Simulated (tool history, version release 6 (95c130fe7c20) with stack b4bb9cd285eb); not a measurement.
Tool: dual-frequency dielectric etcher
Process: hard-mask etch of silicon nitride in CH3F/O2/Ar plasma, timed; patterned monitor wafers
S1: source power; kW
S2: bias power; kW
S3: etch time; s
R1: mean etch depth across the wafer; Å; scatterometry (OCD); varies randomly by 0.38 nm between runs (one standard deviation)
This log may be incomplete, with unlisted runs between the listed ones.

run 1 hour=0.0 | S1=0.330 S2=0.081 S3=146.0 | R1=1059.0
run 2 hour=2.8 | S1=0.350 S2=0.083 S3=146.0 | R1=1097.6
run 3 hour=6.5 | S1=0.380 S2=0.083 S3=146.0 | R1=1145.1
run 4 hour=14.4 | S1=0.390 S2=0.083 S3=146.0 | R1=1153.4
run 5 hour=17.5 | S1=0.400 S2=0.084 S3=146.0 | R1=1169.9
-- hour=25.4 wet clean of the chamber
run 6 hour=25.4 | S1=0.410 S2=0.085 S3=146.0 | R1=1145.5
run 7 hour=28.9 | S1=0.420 S2=0.090 S3=146.0 | R1=1183.7

Predict the results of run 8:
run 8 hour=36.6 | S1=0.430 S2=0.095 S3=146.0 | R1=?

{"run 8": {"R1": 1219.1}}
